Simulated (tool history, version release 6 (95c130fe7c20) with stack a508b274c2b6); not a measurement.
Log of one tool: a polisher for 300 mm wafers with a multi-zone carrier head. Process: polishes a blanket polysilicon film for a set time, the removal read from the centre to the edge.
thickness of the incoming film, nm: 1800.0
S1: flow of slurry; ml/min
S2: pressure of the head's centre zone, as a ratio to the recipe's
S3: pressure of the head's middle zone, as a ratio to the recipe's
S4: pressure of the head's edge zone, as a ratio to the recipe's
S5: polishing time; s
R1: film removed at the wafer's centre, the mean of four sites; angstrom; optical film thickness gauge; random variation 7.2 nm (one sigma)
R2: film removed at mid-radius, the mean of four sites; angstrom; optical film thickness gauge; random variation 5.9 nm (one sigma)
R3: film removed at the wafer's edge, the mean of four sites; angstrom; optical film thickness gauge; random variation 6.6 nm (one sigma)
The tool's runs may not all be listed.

Run 1, day 0.000: S1 270 ml/min, S2 1.00, S3 1.00, S4 1.00, S5 64 s. Result: R1 4601.6 angstrom, R2 4541.6 angstrom, R3 4575.3 angstrom.
Run 2, day 0.050: S1 270 ml/min, S2 1.00, S3 0.94, S4 1.00, S5 64 s. Result: R1 4465.7 angstrom, R2 4283.7 angstrom, R3 4448.2 angstrom.
Run 3, day 0.129: S1 280 ml/min, S2 0.96, S3 1.01, S4 1.02, S5 69 s. Result: R1 4762.6 angstrom, R2 4978.8 angstrom, R3 4896.1 angstrom.
Run 4, day 0.192: S1 275 ml/min, S2 0.93, S3 1.05, S4 1.06, S5 73 s. Result: R1 4820.5 angstrom, R2 5472.4 angstrom, R3 5314.7 angstrom.
Run 5, day 0.429: S1 275 ml/min, S2 0.93, S3 0.99, S4 1.06, S5 73 s. Result: R1 4854.6 angstrom, R2 5253.0 angstrom, R3 5446.9 angstrom.
Run 6, day 0.483: S1 275 ml/min, S2 0.93, S3 0.99, S4 1.06, S5 63 s. Result: R1 4175.9 angstrom, R2 4450.9 angstrom, R3 4546.9 angstrom.

Forecast run 7:
Run 7, day 0.608: S1 310 ml/min, S2 0.94, S3 1.09, S4 1.15, S5 81 s. Result: R1 ?, R2 ?, R3 ?.

R1: 5527.3 angstrom
R2: 6415.0 angstrom
R3: 6244.7 angstrom
